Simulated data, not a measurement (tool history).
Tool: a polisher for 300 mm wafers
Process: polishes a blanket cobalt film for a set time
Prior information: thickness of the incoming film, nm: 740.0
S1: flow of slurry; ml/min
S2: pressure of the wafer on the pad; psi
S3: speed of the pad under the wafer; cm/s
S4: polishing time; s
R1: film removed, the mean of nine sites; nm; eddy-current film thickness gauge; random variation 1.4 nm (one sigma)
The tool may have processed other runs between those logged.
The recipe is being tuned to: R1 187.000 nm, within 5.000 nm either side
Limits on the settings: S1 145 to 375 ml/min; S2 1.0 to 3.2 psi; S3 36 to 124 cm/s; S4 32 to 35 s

{"run": 1, "hour": 0.0, "S1": 240, "S2": 2.1, "S3": 80, "S4": 35, "R1": 120.65}
{"run": 2, "hour": 7.8, "S1": 240, "S2": 2.1, "S3": 70, "S4": 35, "R1": 107.3}
{"run": 3, "hour": 9.8, "S1": 240, "S2": 2.1, "S3": 54, "S4": 35, "R1": 84.655}
{"run": 4, "hour": 14.5, "S1": 240, "S2": 2.1, "S3": 72, "S4": 35, "R1": 109.49}
{"run": 5, "hour": 23.5, "S1": 245, "S2": 2.5, "S3": 72, "S4": 35, "R1": 124.3}
{"run": 6, "hour": 27.2, "S1": 270, "S2": 2.5, "S3": 72, "S4": 35, "R1": 126.33}
{"run": 7, "hour": 29.9, "S1": 270, "S2": 2.7, "S3": 76, "S4": 35, "R1": 139.0}
{"run": 8, "hour": 30.5, "S1": 270, "S2": 2.9, "S3": 80, "S4": 35, "R1": 153.86}
{"run": 9, "hour": 31.9, "S1": 275, "S2": 3.0, "S3": 82, "S4": 35, "R1": 162.82}
{"run": 10, "hour": 38.9, "S1": 275, "S2": 3.1, "S3": 84, "S4": 35, "R1": 169.44}
{"run": 11, "hour": 40.2, "S1": 280, "S2": 3.1, "S3": 86, "S4": 35, "R1": 174.71}
{"run": 12, "hour": 41.5, "S1": 280, "S2": 3.1, "S3": 88, "S4": 35, "R1": 177.89}

Consider the 5 candidate settings below. Which is the only one whose results all fall within their allowed miss of target?
{"run": "A", "hour": 42.8, "S1": 205, "S2": 3.2, "S3": 84, "S4": 34, "R1": "?"}
{"run": "B", "hour": 42.8, "S1": 295, "S2": 2.8, "S3": 100, "S4": 35, "R1": "?"}
{"run": "C", "hour": 42.8, "S1": 305, "S2": 3.2, "S3": 78, "S4": 35, "R1": "?"}
{"run": "D", "hour": 42.8, "S1": 255, "S2": 3.0, "S3": 92, "S4": 33, "R1": "?"}
{"run": "E", "hour": 42.8, "S1": 240, "S2": 3.1, "S3": 92, "S4": 32, "R1": "?"}

move=A R1=163.190
move=B R1=184.860
move=C R1=162.920
move=D R1=167.670
move=E R1=165.720
A: moves away from the targets compared with the last run
B: every result within its allowed miss
C: moves away from the targets compared with the last run
D: moves away from the targets compared with the last run
E: moves away from the targets compared with the last run
The right move is B.

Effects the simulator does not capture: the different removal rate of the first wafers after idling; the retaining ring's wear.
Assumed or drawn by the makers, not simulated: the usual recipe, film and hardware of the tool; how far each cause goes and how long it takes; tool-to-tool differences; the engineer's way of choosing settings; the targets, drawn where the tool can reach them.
